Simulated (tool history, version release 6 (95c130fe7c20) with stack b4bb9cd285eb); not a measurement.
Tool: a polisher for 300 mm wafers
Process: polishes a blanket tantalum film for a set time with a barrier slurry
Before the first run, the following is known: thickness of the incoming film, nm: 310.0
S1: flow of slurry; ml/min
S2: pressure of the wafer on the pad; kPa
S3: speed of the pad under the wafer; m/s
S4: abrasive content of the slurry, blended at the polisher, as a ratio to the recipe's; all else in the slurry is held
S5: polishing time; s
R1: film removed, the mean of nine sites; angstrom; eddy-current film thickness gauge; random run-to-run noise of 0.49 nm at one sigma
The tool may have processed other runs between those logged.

run 1 hour=0.0 | S1=295 S2=9.0 S3=1.04 S4=1.0 S5=21 | R1=237.89
run 2 hour=2.9 | S1=335 S2=9.0 S3=1.04 S4=1.0 S5=21 | R1=244.69
run 3 hour=5.1 | S1=360 S2=9.0 S3=1.04 S4=1.0 S5=21 | R1=244.81
run 4 hour=11.9 | S1=360 S2=9.0 S3=0.90 S4=1.0 S5=21 | R1=209.52
run 5 hour=13.3 | S1=360 S2=10.3 S3=0.90 S4=1.0 S5=21 | R1=238.57
run 6 hour=21.4 | S1=360 S2=10.3 S3=0.90 S4=1.0 S5=21 | R1=244.41
run 7 hour=28.1 | S1=360 S2=11.0 S3=0.90 S4=1.0 S5=21 | R1=262.83
run 8 hour=35.8 | S1=360 S2=11.7 S3=0.90 S4=1.0 S5=21 | R1=278.24

What will run 9 give?
run 9 hour=40.8 | S1=360 S2=12.4 S3=0.90 S4=1.0 S5=21 | R1=?

R1: 294.88 angstrom
